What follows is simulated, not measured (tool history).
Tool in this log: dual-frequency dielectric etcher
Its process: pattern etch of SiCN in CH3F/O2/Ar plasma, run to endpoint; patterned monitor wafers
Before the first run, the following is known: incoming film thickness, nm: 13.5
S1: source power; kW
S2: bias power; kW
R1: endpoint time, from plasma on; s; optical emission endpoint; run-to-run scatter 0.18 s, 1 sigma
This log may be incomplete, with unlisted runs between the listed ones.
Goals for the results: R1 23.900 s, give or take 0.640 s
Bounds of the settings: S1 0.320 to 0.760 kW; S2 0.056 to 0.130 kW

run 1 day=0.000 | S1=0.540 S2=0.093 | R1=28.155
run 2 day=0.208 | S1=0.560 S2=0.095 | R1=27.694
run 3 day=0.383 | S1=0.580 S2=0.097 | R1=27.267
run 4 day=0.458 | S1=0.580 S2=0.091 | R1=27.830
run 5 day=0.688 | S1=0.600 S2=0.094 | R1=27.197
run 6 day=1.000 | S1=0.620 S2=0.096 | R1=26.465
run 7 day=1.117 | S1=0.640 S2=0.097 | R1=25.817
run 8 day=1.475 | S1=0.650 S2=0.098 | R1=25.541
run 9 day=1.596 | S1=0.660 S2=0.098 | R1=26.098
run 10 day=1.692 | S1=0.670 S2=0.100 | R1=25.435
run 11 day=2.000 | S1=0.680 S2=0.101 | R1=25.301

Exercise: of the 4 proposed moves below, exactly one satisfies all targets within the stated allowed misses. Which move is it?
run A day=2.308 | S1=0.710 S2=0.097 | R1=?
run B day=2.308 | S1=0.680 S2=0.114 | R1=?
run C day=2.308 | S1=0.760 S2=0.115 | R1=?
run D day=2.308 | S1=0.640 S2=0.093 | R1=?

move=A R1=25.293
move=B R1=24.142
move=C R1=23.041
move=D R1=26.786
A: about the same distance from the targets as the last run
B: each result inside its tolerance
C: takes the biggest miss from the last run beyond its target
D: further off than the last run
B is the move that brings every result within its allowed miss.

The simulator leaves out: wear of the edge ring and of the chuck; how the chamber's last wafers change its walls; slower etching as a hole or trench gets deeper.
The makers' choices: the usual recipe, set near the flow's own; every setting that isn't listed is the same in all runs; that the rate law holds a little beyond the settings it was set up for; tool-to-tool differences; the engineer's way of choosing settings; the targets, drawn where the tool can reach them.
